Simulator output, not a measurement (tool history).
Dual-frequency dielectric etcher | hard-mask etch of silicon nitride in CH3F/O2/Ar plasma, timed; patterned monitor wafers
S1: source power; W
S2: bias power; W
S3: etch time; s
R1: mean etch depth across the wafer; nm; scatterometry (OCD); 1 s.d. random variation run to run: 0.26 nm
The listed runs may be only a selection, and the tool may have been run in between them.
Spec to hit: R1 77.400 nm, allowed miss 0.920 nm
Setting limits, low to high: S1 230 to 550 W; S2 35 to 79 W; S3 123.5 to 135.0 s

Run 1, day 0.000: S1 390 W, S2 57 W, S3 135.0 s. Result: R1 92.430 nm.
Run 2, day 0.208: S1 390 W, S2 66 W, S3 135.0 s. Result: R1 97.060 nm.
Run 3, day 0.492: S1 390 W, S2 66 W, S3 123.5 s. Result: R1 87.682 nm.
Run 4, day 0.654: S1 350 W, S2 65 W, S3 123.5 s. Result: R1 82.249 nm.
Run 5, day 0.929: S1 350 W, S2 69 W, S3 123.5 s. Result: R1 83.964 nm.
Run 6, day 0.996: S1 350 W, S2 69 W, S3 123.5 s. Result: R1 83.592 nm.
Run 7, day 1.333: S1 340 W, S2 69 W, S3 123.5 s. Result: R1 82.810 nm.
Run 8, day 1.429: S1 330 W, S2 69 W, S3 123.5 s. Result: R1 81.115 nm.
Run 9, day 1.608: S1 320 W, S2 69 W, S3 123.5 s. Result: R1 79.591 nm.

Of the 4 settings listed for the next run, only one would bring every result within its allowed miss of target. Which one?
Run A, day 1.788: S1 300 W, S2 66 W, S3 123.5 s. Result: R1 ?.
Run B, day 1.788: S1 320 W, S2 62 W, S3 132.5 s. Result: R1 ?.
Run C, day 1.788: S1 290 W, S2 69 W, S3 131.0 s. Result: R1 ?.
Run D, day 1.788: S1 290 W, S2 67 W, S3 129.0 s. Result: R1 ?.

move      R1
   A  75.303
   B  82.456
   C  79.303
   D  77.309
A: takes the result that was furthest off past its target
B: further off than the last run
C: closer than the last run, but not yet in spec
D: in spec on every target
Answer: D

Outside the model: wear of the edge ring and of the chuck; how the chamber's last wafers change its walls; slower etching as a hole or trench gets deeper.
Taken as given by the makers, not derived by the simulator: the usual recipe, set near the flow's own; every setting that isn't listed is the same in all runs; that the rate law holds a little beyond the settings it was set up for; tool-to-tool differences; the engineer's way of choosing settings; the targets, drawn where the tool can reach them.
